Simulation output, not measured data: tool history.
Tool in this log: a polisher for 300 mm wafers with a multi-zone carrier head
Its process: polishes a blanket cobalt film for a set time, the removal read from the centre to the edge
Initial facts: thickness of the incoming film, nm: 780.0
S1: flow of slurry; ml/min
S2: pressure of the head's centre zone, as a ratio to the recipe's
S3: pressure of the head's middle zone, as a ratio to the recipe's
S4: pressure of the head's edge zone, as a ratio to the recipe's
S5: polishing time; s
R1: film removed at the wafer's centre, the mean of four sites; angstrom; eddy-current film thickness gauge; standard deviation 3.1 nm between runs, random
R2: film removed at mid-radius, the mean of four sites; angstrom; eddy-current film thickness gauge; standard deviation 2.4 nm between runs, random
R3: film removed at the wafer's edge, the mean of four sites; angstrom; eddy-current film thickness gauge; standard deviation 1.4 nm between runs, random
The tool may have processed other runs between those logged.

run    day   S1    S2    S3    S4  S5      R1      R2      R3
  1      0  270     1     1     1  65  2774.2  2744.7  2792.7
  2  0.192  260     1  0.95  0.96  62  2683.6  2581.3  2644.2
  3  0.367  255  1.01  0.91  0.96  58  2515.4  2327.6  2457.3
  4  0.592  255  1.01  0.91  1.04  58  2544.7    2351    2510
  5  0.758  215  1.01  0.91  1.04  58  2438.1  2189.8  2493.7
  6  0.779  215  1.03   0.9  1.01  56  2402.7  2227.8  2372.3

Predict the results of run 7:
  7  0.842  215  1.04  0.87  1.02  55   ?   ?   ?

R1: 2418.4 angstrom
R2: 2110.4 angstrom
R3: 2340.3 angstrom
